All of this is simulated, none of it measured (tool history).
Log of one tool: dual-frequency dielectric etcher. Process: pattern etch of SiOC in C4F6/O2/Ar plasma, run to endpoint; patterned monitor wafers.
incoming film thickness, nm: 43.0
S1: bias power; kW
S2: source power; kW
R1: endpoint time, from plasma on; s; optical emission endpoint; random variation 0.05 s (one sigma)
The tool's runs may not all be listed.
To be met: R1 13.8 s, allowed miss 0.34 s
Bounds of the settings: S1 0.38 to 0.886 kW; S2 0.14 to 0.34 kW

{"run": 1, "hour": 0.0, "S1": 0.633, "S2": 0.24, "R1": 15.592}
{"run": 2, "hour": 9.0, "S1": 0.725, "S2": 0.24, "R1": 14.968}
{"run": 3, "hour": 16.6, "S1": 0.736, "S2": 0.24, "R1": 14.871}
{"run": 4, "hour": 22.7, "S1": 0.736, "S2": 0.22, "R1": 15.453}
{"run": 5, "hour": 30.1, "S1": 0.748, "S2": 0.22, "R1": 15.178}
{"run": 6, "hour": 34.7, "S1": 0.655, "S2": 0.22, "R1": 16.059}
{"run": 7, "hour": 35.9, "S1": 0.673, "S2": 0.22, "R1": 15.748}
{"run": 8, "hour": 37.7, "S1": 0.689, "S2": 0.22, "R1": 15.769}
{"run": 9, "hour": 40.1, "S1": 0.704, "S2": 0.22, "R1": 15.527}
{"run": 10, "hour": 43.8, "S1": 0.719, "S2": 0.22, "R1": 15.543}
{"run": 11, "hour": 49.6, "S1": 0.732, "S2": 0.22, "R1": 15.381}
{"run": 12, "hour": 55.8, "S1": 0.744, "S2": 0.22, "R1": 15.3}
{"run": 13, "hour": 60.4, "S1": 0.756, "S2": 0.22, "R1": 15.217}
{"run": 14, "hour": 62.4, "S1": 0.767, "S2": 0.22, "R1": 15.063}
{"run": 15, "hour": 65.3, "S1": 0.777, "S2": 0.22, "R1": 15.053}
{"run": 16, "hour": 69.6, "S1": 0.786, "S2": 0.22, "R1": 15.038}
{"run": 17, "hour": 72.5, "S1": 0.794, "S2": 0.22, "R1": 14.876}
{"run": 18, "hour": 80.3, "S1": 0.802, "S2": 0.22, "R1": 14.807}

5 next moves are on the table. One of them brings every result within its allowed miss. Which?
{"run": "A", "hour": 88.1, "S1": 0.749, "S2": 0.23, "R1": "?"}
{"run": "B", "hour": 88.1, "S1": 0.7, "S2": 0.21, "R1": "?"}
{"run": "C", "hour": 88.1, "S1": 0.77, "S2": 0.19, "R1": "?"}
{"run": "D", "hour": 88.1, "S1": 0.774, "S2": 0.18, "R1": "?"}
{"run": "E", "hour": 88.1, "S1": 0.831, "S2": 0.25, "R1": "?"}

move=A R1=14.894
move=B R1=15.903
move=C R1=16.014
move=D R1=16.373
move=E R1=13.806
A: further off than the last run
B: further off than the last run
C: further off than the last run
D: further off than the last run
E: meets every target
Answer: E

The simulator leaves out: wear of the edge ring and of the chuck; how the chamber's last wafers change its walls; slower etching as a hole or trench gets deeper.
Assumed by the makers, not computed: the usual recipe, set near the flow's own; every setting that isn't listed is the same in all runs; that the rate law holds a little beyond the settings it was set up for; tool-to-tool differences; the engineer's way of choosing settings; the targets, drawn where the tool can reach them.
